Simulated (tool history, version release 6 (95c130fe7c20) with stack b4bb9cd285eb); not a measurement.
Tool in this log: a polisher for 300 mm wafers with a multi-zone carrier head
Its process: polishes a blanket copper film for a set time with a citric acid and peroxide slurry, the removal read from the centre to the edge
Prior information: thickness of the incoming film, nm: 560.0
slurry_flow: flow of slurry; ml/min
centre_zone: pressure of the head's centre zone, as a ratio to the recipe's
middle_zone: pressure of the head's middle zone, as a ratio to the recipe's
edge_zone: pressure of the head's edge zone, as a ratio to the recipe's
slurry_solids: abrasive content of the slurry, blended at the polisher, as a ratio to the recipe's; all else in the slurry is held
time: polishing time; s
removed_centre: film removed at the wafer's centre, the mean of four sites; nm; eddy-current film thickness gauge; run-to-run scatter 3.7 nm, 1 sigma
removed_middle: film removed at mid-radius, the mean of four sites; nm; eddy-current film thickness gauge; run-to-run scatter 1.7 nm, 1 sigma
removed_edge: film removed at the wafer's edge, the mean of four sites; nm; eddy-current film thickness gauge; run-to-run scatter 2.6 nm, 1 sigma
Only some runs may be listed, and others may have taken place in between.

run,hour,slurry_flow,centre_zone,middle_zone,edge_zone,slurry_solids,time,removed_centre,removed_middle,removed_edge
1,0.0,285,1.00,1.00,1.00,1.00,70,166.58,171.78,173.11
2,3.9,285,0.92,1.00,1.00,1.00,70,158.80,170.69,171.75
3,4.7,290,0.95,1.01,1.02,1.05,72,166.36,180.69,179.09
4,10.7,290,0.97,1.00,1.03,1.10,75,184.97,187.62,187.82
5,11.6,290,0.97,1.06,1.03,1.10,75,178.99,198.51,188.24
6,13.5,250,0.97,1.06,1.03,1.10,75,176.32,194.75,188.83
7,22.3,240,0.98,1.06,1.04,1.15,78,189.52,204.79,198.05
8,30.7,310,1.04,1.07,1.14,1.40,90,243.74,256.54,253.09
9,34.0,310,1.05,1.07,1.14,1.40,90,247.57,254.08,254.89
10,39.5,310,1.05,1.07,1.14,1.40,90,247.72,257.72,257.76
11,43.9,310,1.06,1.07,1.14,1.40,90,245.23,253.93,258.30

The next listed run, before its measurement:
12,45.6,310,1.06,1.07,1.14,1.40,90,?,?,?

removed_centre: 248.06 nm
removed_middle: 254.05 nm
removed_edge: 253.69 nm
